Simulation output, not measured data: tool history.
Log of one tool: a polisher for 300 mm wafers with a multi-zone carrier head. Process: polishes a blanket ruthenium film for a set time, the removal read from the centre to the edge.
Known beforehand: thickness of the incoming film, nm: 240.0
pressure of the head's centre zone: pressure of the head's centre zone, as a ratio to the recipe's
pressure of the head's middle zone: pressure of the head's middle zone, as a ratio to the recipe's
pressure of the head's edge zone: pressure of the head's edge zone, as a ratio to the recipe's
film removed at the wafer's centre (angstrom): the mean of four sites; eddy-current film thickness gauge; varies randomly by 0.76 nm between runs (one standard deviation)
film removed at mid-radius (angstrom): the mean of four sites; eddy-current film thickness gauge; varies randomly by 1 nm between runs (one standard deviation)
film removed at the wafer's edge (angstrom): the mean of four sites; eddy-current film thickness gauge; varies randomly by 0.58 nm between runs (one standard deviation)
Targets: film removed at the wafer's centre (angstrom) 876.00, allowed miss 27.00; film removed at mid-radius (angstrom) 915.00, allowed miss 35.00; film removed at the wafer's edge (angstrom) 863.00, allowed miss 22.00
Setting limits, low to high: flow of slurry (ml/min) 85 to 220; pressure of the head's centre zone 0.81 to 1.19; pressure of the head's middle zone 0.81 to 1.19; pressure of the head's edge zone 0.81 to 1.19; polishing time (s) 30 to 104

| run | hour | flow of slurry (ml/min) | pressure of the head's centre zone | pressure of the head's middle zone | pressure of the head's edge zone | polishing time (s) | film removed at the wafer's centre (angstrom) | film removed at mid-radius (angstrom) | film removed at the wafer's edge (angstrom) |
|---|---|---|---|---|---|---|---|---|---|
| 1 | 0.0 | 140 | 1.00 | 1.00 | 1.00 | 67 | 659.48 | 671.07 | 666.85 |
| 2 | 8.0 | 155 | 1.02 | 1.03 | 1.04 | 70 | 733.08 | 718.83 | 721.04 |
| 3 | 9.1 | 140 | 1.02 | 1.03 | 1.04 | 70 | 719.19 | 725.45 | 712.31 |
| 4 | 13.9 | 150 | 1.02 | 1.07 | 1.08 | 72 | 744.95 | 780.24 | 755.47 |
| 5 | 17.4 | 165 | 1.03 | 1.10 | 1.11 | 73 | 773.27 | 820.55 | 771.85 |
| 6 | 26.2 | 165 | 1.03 | 1.04 | 1.11 | 73 | 783.14 | 785.01 | 777.28 |
| 7 | 29.2 | 170 | 1.03 | 1.06 | 1.13 | 74 | 787.17 | 825.28 | 803.23 |
| 8 | 30.9 | 180 | 1.04 | 1.07 | 1.15 | 75 | 802.06 | 822.07 | 823.93 |
| 9 | 36.8 | 180 | 1.05 | 1.10 | 1.16 | 76 | 843.35 | 876.22 | 845.96 |
| 10 | 44.3 | 185 | 1.05 | 1.11 | 1.16 | 76 | 839.59 | 878.71 | 839.51 |

Of the 5 settings listed for the next run, only one would bring every result within its allowed miss of target. Which one?
| A | 51.8 | 200 | 1.13 | 1.08 | 1.19 | 71 | ? | ? | ? |
| B | 51.8 | 200 | 1.04 | 0.98 | 1.19 | 78 | ? | ? | ? |
| C | 51.8 | 175 | 1.08 | 0.99 | 1.15 | 80 | ? | ? | ? |
| D | 51.8 | 185 | 1.03 | 1.10 | 1.08 | 81 | ? | ? | ? |
| E | 51.8 | 170 | 1.08 | 1.19 | 1.06 | 78 | ? | ? | ? |

| move | film removed at the wafer's centre (angstrom) | film removed at mid-radius (angstrom) | film removed at the wafer's edge (angstrom) |
|---|---|---|---|
| A | 856.15 | 803.67 | 804.19 |
| B | 878.47 | 820.27 | 884.54 |
| C | 906.86 | 829.55 | 876.94 |
| D | 893.53 | 919.17 | 864.80 |
| E | 880.20 | 927.39 | 815.37 |
A: brings the result that was furthest off to its target, and leaves another outside
B: brings the result that was furthest off to its target, and leaves another outside
C: takes the biggest miss from the last run beyond its target
D: every result lands within tolerance
E: brings the result that was furthest off to its target, and leaves another outside
Go with D: it meets all targets.
